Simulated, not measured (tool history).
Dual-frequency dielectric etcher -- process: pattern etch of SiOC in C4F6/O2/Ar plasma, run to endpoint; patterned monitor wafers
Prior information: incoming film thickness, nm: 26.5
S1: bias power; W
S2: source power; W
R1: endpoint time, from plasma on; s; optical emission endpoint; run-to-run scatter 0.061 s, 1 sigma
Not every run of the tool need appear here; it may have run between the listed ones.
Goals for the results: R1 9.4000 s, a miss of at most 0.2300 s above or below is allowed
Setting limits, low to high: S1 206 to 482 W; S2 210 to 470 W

run 1 hour=0.0 | S1=344 S2=340 | R1=10.5500
run 2 hour=7.1 | S1=290 S2=340 | R1=11.1080
run 3 hour=9.4 | S1=244 S2=340 | R1=12.0440
run 4 hour=16.7 | S1=284 S2=340 | R1=11.3090
run 5 hour=17.8 | S1=284 S2=370 | R1=10.8640
run 6 hour=18.4 | S1=302 S2=370 | R1=10.4940
run 7 hour=22.2 | S1=315 S2=370 | R1=10.3880
run 8 hour=27.9 | S1=327 S2=370 | R1=10.2910
run 9 hour=29.7 | S1=339 S2=370 | R1=10.0210

Next run, 5 choices. One meets every target within its allowed miss, the rest don't. Which?
run A hour=31.5 | S1=352 S2=440 | R1=?
run B hour=31.5 | S1=394 S2=300 | R1=?
run C hour=31.5 | S1=295 S2=340 | R1=?
run D hour=31.5 | S1=329 S2=340 | R1=?
run E hour=31.5 | S1=367 S2=390 | R1=?

move=A R1=8.9819
move=B R1=10.6060
move=C R1=11.1450
move=D R1=10.6370
move=E R1=9.4061
A: carries the result that was furthest off beyond its target, to the other side
B: the biggest miss grows against the last run
C: the biggest miss grows against the last run
D: the biggest miss grows against the last run
E: meets every target
The right move is E.

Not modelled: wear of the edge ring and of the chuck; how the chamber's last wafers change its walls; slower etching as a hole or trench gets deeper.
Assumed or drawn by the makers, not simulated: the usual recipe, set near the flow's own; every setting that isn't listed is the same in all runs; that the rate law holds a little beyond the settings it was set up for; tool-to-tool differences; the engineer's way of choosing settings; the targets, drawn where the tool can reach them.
